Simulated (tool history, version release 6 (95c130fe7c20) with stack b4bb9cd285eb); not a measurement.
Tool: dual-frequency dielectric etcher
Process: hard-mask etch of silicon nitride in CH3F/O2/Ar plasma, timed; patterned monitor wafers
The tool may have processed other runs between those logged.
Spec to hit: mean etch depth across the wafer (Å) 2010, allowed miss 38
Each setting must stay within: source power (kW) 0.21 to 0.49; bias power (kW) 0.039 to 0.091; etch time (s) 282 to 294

run	day	source power (kW)	bias power (kW)	etch time (s)	mean etch depth across the wafer (Å)
1	0	0.35	0.065	282	1837.4
2	0.092	0.35	0.06	282	1760.6
3	0.296	0.38	0.061	282	1840.9
4	0.354	0.38	0.061	294	1901.8
5	0.412	0.32	0.061	294	1794.2
6	0.679	0.32	0.061	282	1711.8
7	1.025	0.35	0.062	282	1804
# day 1.312: bias power generator calibrated
8	1.312	0.37	0.063	282	1867.5

Which of these 4 next moves meets every target?
A	1.6	0.39	0.071	292	?
B	1.6	0.38	0.078	290.5	?
C	1.6	0.4	0.069	286.5	?
D	1.6	0.39	0.063	286.5	?

move	mean etch depth across the wafer (Å)
A	2063.3
B	2115.4
C	2019.5
D	1924.9
A: moves the result that the last run missed by most past its target, out the other side
B: moves the result that the last run missed by most past its target, out the other side
C: all results land within tolerance of their targets
D: gains on the last run, yet a result remains outside its allowed miss
C meets every target.
